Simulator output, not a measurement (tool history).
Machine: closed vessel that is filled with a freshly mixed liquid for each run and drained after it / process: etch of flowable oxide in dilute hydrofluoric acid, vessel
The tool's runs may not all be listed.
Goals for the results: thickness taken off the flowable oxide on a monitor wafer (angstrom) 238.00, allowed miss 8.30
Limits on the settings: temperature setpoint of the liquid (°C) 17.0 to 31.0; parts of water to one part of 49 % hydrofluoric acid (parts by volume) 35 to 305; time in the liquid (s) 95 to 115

run  hour  temperature setpoint of the liquid (°C)  parts of water to one part of 49 % hydrofluoric acid (parts by volume)  time in the liquid (s)  thickness taken off the flowable oxide on a monitor wafer (angstrom)
  1   0.0                                     23.0                                                                     170                     115                                                                194.70
  2   4.9                                     23.0                                                                     210                     115                                                                150.70
  3   8.6                                     24.5                                                                     205                     115                                                                164.98
  4   9.4                                     25.5                                                                     200                     115                                                                176.19
  5  14.2                                     26.5                                                                     195                     115                                                                184.68
  6  20.4                                     23.5                                                                     195                     115                                                                164.52
  7  28.8                                     25.0                                                                     190                     115                                                                183.29
  8  36.7                                     25.0                                                                     190                     115                                                                181.08
  9  45.1                                     26.0                                                                     185                     115                                                                196.35

Exercise: of the 5 proposed moves below, exactly one satisfies all targets within the stated allowed misses. Which move is it?
  A  53.5                                     25.5                                                                     195                     110                                                                     ?
  B  53.5                                     25.0                                                                     215                     115                                                                     ?
  C  53.5                                     26.5                                                                     155                     110                                                                     ?
  D  53.5                                     26.5                                                                     140                     105                                                                     ?
  E  53.5                                     22.0                                                                     155                      95                                                                     ?

move  thickness taken off the flowable oxide on a monitor wafer (angstrom)
   A                                                                172.70
   B                                                                157.31
   C                                                                236.11
   D                                                                254.11
   E                                                                171.86
A: further off than the last run
B: further off than the last run
C: meets every target
D: moves the result that the last run missed by most past its target, out the other side
E: further off than the last run
C meets every target.
